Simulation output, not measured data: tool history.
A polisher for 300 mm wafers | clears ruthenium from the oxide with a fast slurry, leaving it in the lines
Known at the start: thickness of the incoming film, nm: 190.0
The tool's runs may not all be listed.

| run | hour | flow of slurry (ml/min) | pressure of the wafer on the pad (kPa) | speed of the pad under the wafer (cm/s) | abrasive content of the slurry | overpolish time after the end point (s) | time until the end point was called (s) | dishing of a wide line in a test structure (angstrom) |
|---|---|---|---|---|---|---|---|---|
| 1 | 0 | 275 | 11.7 | 112 | 1 | 21 | 79.736 | 379.54 |
| 2 | 6.1 | 275 | 12.4 | 112 | 1 | 22 | 75.782 | 403.34 |
| 3 | 10 | 275 | 12.4 | 112 | 0.85 | 22 | 81.563 | 375.36 |
| 4 | 13.9 | 275 | 9.7 | 112 | 0.85 | 22 | 100.01 | 308.07 |
| 5 | 18.4 | 275 | 9.7 | 112 | 0.75 | 22 | 107.62 | 295.3 |
| 6 | 21.2 | 210 | 9.7 | 112 | 0.75 | 22 | 113.59 | 272.34 |

The next listed run, before its measurement:
| 7 | 24.2 | 215 | 11 | 112 | 0.75 | 23 | ? | ? |

time until the end point was called (s): 99.255
dishing of a wide line in a test structure (angstrom): 323.72

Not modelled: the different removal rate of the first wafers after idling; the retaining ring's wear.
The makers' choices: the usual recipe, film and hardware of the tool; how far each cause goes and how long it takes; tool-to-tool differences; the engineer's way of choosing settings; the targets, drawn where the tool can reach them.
